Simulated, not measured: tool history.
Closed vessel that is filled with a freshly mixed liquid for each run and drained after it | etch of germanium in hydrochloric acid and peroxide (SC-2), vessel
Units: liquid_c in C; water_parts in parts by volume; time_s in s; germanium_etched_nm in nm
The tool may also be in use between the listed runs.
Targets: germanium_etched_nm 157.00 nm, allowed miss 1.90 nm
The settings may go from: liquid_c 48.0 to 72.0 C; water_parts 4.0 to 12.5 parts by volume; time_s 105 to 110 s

run	hour	liquid_c	water_parts	time_s	germanium_etched_nm
1	0.0	64.0	7.0	105	209.81
2	8.0	64.0	5.0	105	211.76
3	9.7	60.5	5.0	105	192.31
4	15.8	60.5	5.0	110	201.56
5	22.9	60.5	4.0	110	201.08
6	30.0	58.0	4.0	110	187.59
7	38.2	50.5	4.0	110	146.64
8	42.7	51.0	4.0	110	149.46
9	50.9	51.5	4.0	110	151.19
10	55.0	52.0	4.0	110	154.55

4 next moves are on the table. One of them brings every result within its allowed miss. Which?
A	59.1	51.5	5.5	110	?
B	59.1	54.0	4.0	105	?
C	59.1	53.0	4.0	105	?
D	59.1	53.0	6.0	105	?

move	germanium_etched_nm
A	151.62
B	157.80
C	152.83
D	151.36
A: further off than the last run
B: meets every target
C: further off than the last run
D: further off than the last run
Answer: B
